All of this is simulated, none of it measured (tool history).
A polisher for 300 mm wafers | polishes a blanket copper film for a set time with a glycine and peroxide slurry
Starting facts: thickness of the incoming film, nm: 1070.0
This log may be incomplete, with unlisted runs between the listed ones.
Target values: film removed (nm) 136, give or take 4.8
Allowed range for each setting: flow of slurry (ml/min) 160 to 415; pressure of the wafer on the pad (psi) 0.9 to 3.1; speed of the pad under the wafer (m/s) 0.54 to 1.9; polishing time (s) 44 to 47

run  hour  flow of slurry (ml/min)  pressure of the wafer on the pad (psi)  speed of the pad under the wafer (m/s)  polishing time (s)  film removed (nm)
  1     0                      265                                       2                                    1.22                  44             213.74
  2   8.9                      265                                     2.3                                    1.22                  44             242.93
  3  10.2                      265                                       2                                    1.22                  44             214.87
  4  18.1                      265                                     1.7                                     1.2                  44             188.12
  5  21.8                      265                                     1.7                                    1.36                  44             206.33
  6  25.7                      265                                     1.7                                    1.36                  44             206.84
  7    34                      265                                     1.5                                    1.32                  44             178.88
  8  35.8                      265                                     1.4                                    1.32                  44             171.15
  9  40.3                      265                                     1.3                                    1.32                  44             164.63
 10  42.8                      265                                     1.2                                    1.32                  44             153.18
 11  45.2                      260                                     0.9                                    1.32                  44             127.21
 12    50                      265                                     0.9                                    1.32                  44             124.09

Which one of the following 5 next-run settings gets every result inside its allowed miss? There is exactly one.
  A  54.8                      310                                     1.1                                     1.2                  47                  ?
  B  54.8                      235                                       1                                    1.22                  44                  ?
  C  54.8                      240                                     1.1                                    1.22                  44                  ?
  D  54.8                      255                                     0.9                                    1.34                  44                  ?
  E  54.8                      390                                       1                                    0.96                  44                  ?

move  film removed (nm)
   A             144.71
   B             125.22
   C             133.92
   D             125.24
   E             111.86
A: carries the result that was furthest off beyond its target, to the other side
B: nearer the targets than the last run, but a result is still out of spec
C: each result inside its tolerance
D: nearer the targets than the last run, but a result is still out of spec
E: its largest miss is bigger than the last run's
The right move is C.

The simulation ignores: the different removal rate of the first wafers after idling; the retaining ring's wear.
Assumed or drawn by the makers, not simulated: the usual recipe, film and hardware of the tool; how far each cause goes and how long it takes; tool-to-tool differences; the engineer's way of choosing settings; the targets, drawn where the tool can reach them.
